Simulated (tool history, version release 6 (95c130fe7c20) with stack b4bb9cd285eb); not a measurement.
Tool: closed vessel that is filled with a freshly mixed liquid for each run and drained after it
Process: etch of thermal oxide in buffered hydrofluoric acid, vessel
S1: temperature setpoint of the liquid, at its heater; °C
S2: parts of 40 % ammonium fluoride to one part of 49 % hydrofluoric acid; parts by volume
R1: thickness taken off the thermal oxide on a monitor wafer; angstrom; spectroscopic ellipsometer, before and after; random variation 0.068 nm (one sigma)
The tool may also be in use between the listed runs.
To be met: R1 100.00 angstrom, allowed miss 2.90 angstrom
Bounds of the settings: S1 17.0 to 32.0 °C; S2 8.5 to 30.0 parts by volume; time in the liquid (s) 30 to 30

Run 1, hour 0.0: S1 24.0 °C, S2 23.5 parts by volume, time in the liquid (s) 30. Result: R1 160.01 angstrom.
Run 2, hour 8.5: S1 22.5 °C, S2 24.5 parts by volume, time in the liquid (s) 30. Result: R1 141.73 angstrom.
Run 3, hour 16.7: S1 22.5 °C, S2 19.0 parts by volume, time in the liquid (s) 30. Result: R1 171.21 angstrom.
Run 4, hour 18.6: S1 21.0 °C, S2 20.5 parts by volume, time in the liquid (s) 30. Result: R1 147.45 angstrom.
Run 5, hour 19.9: S1 21.0 °C, S2 16.0 parts by volume, time in the liquid (s) 30. Result: R1 186.23 angstrom.
Run 6, hour 28.7: S1 21.0 °C, S2 16.0 parts by volume, time in the liquid (s) 30. Result: R1 191.22 angstrom.
Run 7, hour 30.4: S1 20.0 °C, S2 18.0 parts by volume, time in the liquid (s) 30. Result: R1 157.22 angstrom.
Run 8, hour 38.2: S1 19.5 °C, S2 19.5 parts by volume, time in the liquid (s) 30. Result: R1 142.09 angstrom.
Run 9, hour 41.0: S1 19.0 °C, S2 20.5 parts by volume, time in the liquid (s) 30. Result: R1 133.67 angstrom.
Run 10, hour 46.8: S1 18.5 °C, S2 21.5 parts by volume, time in the liquid (s) 30. Result: R1 126.18 angstrom.
Run 11, hour 52.2: S1 18.0 °C, S2 22.5 parts by volume, time in the liquid (s) 30. Result: R1 116.96 angstrom.
Run 12, hour 53.4: S1 18.0 °C, S2 23.0 parts by volume, time in the liquid (s) 30. Result: R1 116.43 angstrom.
Run 13, hour 61.6: S1 18.0 °C, S2 23.5 parts by volume, time in the liquid (s) 30. Result: R1 114.09 angstrom.

4 next moves are on the table. One of them brings every result within its allowed miss. Which?
Run A, hour 69.8: S1 19.0 °C, S2 19.0 parts by volume, time in the liquid (s) 30. Result: R1 ?.
Run B, hour 69.8: S1 17.5 °C, S2 27.0 parts by volume, time in the liquid (s) 30. Result: R1 ?.
Run C, hour 69.8: S1 18.0 °C, S2 26.0 parts by volume, time in the liquid (s) 30. Result: R1 ?.
Run D, hour 69.8: S1 19.5 °C, S2 28.5 parts by volume, time in the liquid (s) 30. Result: R1 ?.

move      R1
   A  142.65
   B  101.18
   C  106.87
   D  109.20
A: further off than the last run
B: meets every target
C: nearer than the last run, and not there yet
D: nearer than the last run, and not there yet
Move B is the one to make.
